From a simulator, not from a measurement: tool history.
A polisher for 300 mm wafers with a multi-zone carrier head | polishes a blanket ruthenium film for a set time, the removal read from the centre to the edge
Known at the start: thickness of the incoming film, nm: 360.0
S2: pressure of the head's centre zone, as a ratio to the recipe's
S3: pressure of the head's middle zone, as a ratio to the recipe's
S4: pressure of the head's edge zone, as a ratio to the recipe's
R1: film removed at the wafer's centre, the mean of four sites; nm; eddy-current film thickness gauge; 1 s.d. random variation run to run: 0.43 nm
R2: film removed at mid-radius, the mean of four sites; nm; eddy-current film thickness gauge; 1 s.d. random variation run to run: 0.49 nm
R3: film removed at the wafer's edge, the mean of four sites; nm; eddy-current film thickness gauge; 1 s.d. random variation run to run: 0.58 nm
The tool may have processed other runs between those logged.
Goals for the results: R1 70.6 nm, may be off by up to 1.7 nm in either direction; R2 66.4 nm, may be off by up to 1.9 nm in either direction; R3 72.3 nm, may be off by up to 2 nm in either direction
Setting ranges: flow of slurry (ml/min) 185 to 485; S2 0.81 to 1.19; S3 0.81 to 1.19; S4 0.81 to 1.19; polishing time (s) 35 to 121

Run 1, day 0: flow of slurry (ml/min) 310, S2 1, S3 1, S4 1, polishing time (s) 78. Result: R1 97.58 nm, R2 101.29 nm, R3 95.835 nm.
Run 2, day 0.275: flow of slurry (ml/min) 310, S2 1, S3 1, S4 1.07, polishing time (s) 78. Result: R1 97.572 nm, R2 102.15 nm, R3 99.007 nm.
Run 3, day 0.55: flow of slurry (ml/min) 310, S2 1.05, S3 1, S4 1.07, polishing time (s) 78. Result: R1 102.18 nm, R2 101.48 nm, R3 98.891 nm.
Run 4, day 0.575: flow of slurry (ml/min) 300, S2 1.03, S3 0.97, S4 1.05, polishing time (s) 75. Result: R1 95.368 nm, R2 94.088 nm, R3 94.833 nm.
Run 5, day 0.829: flow of slurry (ml/min) 300, S2 1.03, S3 1.03, S4 1.05, polishing time (s) 75. Result: R1 95.323 nm, R2 99.329 nm, R3 93.037 nm.
Run 6, day 0.954: flow of slurry (ml/min) 300, S2 1.03, S3 1.03, S4 1.05, polishing time (s) 83. Result: R1 104.97 nm, R2 109.25 nm, R3 104.57 nm.
Run 7, day 1.196: flow of slurry (ml/min) 285, S2 1.02, S3 1, S4 1.04, polishing time (s) 79. Result: R1 99.863 nm, R2 100.81 nm, R3 98.603 nm.
Run 8, day 1.454: flow of slurry (ml/min) 275, S2 1, S3 0.97, S4 1.02, polishing time (s) 76. Result: R1 93.453 nm, R2 94.48 nm, R3 93.85 nm.
Run 9, day 1.562: flow of slurry (ml/min) 265, S2 0.99, S3 0.95, S4 1, polishing time (s) 73. Result: R1 88.832 nm, R2 88.223 nm, R3 88.467 nm.
Run 10, day 1.771: flow of slurry (ml/min) 255, S2 0.98, S3 0.93, S4 0.98, polishing time (s) 71. Result: R1 84.537 nm, R2 85.506 nm, R3 85.557 nm.
Run 11, day 1.9: flow of slurry (ml/min) 255, S2 0.98, S3 0.93, S4 0.98, polishing time (s) 71. Result: R1 85.933 nm, R2 84.607 nm, R3 84.578 nm.
Run 12, day 2.038: flow of slurry (ml/min) 220, S2 0.92, S3 0.83, S4 0.93, polishing time (s) 59. Result: R1 65.691 nm, R2 62.761 nm, R3 67.746 nm.
Run 13, day 2.379: flow of slurry (ml/min) 235, S2 0.93, S3 0.83, S4 0.94, polishing time (s) 59. Result: R1 66.346 nm, R2 63.176 nm, R3 68.17 nm.
Run 14, day 2.562: flow of slurry (ml/min) 240, S2 0.94, S3 0.83, S4 0.95, polishing time (s) 59. Result: R1 68.345 nm, R2 63.839 nm, R3 69.621 nm.
Run 15, day 2.825: flow of slurry (ml/min) 250, S2 0.94, S3 0.83, S4 0.96, polishing time (s) 59. Result: R1 67.75 nm, R2 64.406 nm, R3 68.804 nm.
Run 16, day 2.942: flow of slurry (ml/min) 240, S2 0.97, S3 0.83, S4 1.04, polishing time (s) 62. Result: R1 73.096 nm, R2 67.002 nm, R3 77.156 nm.
Run 17, day 3.121: flow of slurry (ml/min) 240, S2 0.97, S3 0.83, S4 1.03, polishing time (s) 62. Result: R1 72.385 nm, R2 67.605 nm, R3 74.387 nm.
Run 18, day 3.367: flow of slurry (ml/min) 240, S2 0.97, S3 0.83, S4 1.02, polishing time (s) 62. Result: R1 72.458 nm, R2 66.755 nm, R3 75.454 nm.
Run 19, day 3.442: flow of slurry (ml/min) 225, S2 0.97, S3 0.87, S4 0.94, polishing time (s) 60. Result: R1 69.576 nm, R2 66.972 nm, R3 69.43 nm.

Of the 4 settings listed for the next run, only one would bring every result within its allowed miss of target. Which one?
Run A, day 3.517: flow of slurry (ml/min) 260, S2 0.96, S3 0.86, S4 0.87, polishing time (s) 59. Result: R1 ?, R2 ?, R3 ?.
Run B, day 3.517: flow of slurry (ml/min) 215, S2 0.96, S3 0.85, S4 0.97, polishing time (s) 62. Result: R1 ?, R2 ?, R3 ?.
Run C, day 3.517: flow of slurry (ml/min) 195, S2 0.94, S3 0.89, S4 0.87, polishing time (s) 61. Result: R1 ?, R2 ?, R3 ?.
Run D, day 3.517: flow of slurry (ml/min) 350, S2 1.01, S3 0.91, S4 0.91, polishing time (s) 56. Result: R1 ?, R2 ?, R3 ?.

move      R1      R2      R3
   A  69.264  66.471  67.556
   B  70.588  67.298  73.136
   C  66.925  67.587  67.527
   D  71.249  68.209  67.044
A: the biggest miss grows against the last run
B: all results land within tolerance of their targets
C: the biggest miss grows against the last run
D: the biggest miss grows against the last run
Go with B: it meets all targets.
